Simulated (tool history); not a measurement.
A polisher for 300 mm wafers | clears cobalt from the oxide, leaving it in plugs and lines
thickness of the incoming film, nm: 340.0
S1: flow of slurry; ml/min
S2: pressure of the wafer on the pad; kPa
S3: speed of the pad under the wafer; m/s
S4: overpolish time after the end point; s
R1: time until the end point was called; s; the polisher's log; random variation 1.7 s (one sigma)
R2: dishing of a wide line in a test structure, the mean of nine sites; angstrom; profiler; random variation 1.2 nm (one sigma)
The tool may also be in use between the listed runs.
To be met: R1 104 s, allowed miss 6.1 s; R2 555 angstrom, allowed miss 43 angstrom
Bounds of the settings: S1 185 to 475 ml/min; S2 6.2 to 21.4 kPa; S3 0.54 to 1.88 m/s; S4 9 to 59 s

run,hour,S1,S2,S3,S4,R1,R2
1,0,305,13.8,1.2,30,56.303,602.42
2,1.9,305,13.8,1.2,42,55.341,651.33
3,3,305,13.1,1.18,41,60.241,652.3
4,10.6,305,12.4,1.18,39,62.919,615.47
5,14.6,240,12.4,1.18,39,63.006,630.03
6,19.5,240,12.4,0.96,39,75.004,591.81
7,22,240,11.7,0.96,39,77.602,605.45
8,23.1,240,7.6,0.88,26,125.34,445.45
9,26.3,240,7.6,0.88,28,128.06,466.5
10,31.7,240,11,0.92,42,87.69,590.89

5 next moves are on the table. One of them brings every result within its allowed miss. Which?
A,37.1,235,13.1,0.84,43,?,?
B,37.1,250,10.3,0.76,37,?,?
C,37.1,230,16.5,0.7,32,?,?
D,37.1,245,11,0.84,43,?,?
E,37.1,285,12.4,1.04,36,?,?

move,R1,R2
A,78.52,612.85
B,105.33,546.59
C,71.243,586.21
D,92.361,593.68
E,69.509,605.48
A: further off than the last run
B: meets every target
C: further off than the last run
D: nearer than the last run, and not there yet
E: further off than the last run
The right move is B.

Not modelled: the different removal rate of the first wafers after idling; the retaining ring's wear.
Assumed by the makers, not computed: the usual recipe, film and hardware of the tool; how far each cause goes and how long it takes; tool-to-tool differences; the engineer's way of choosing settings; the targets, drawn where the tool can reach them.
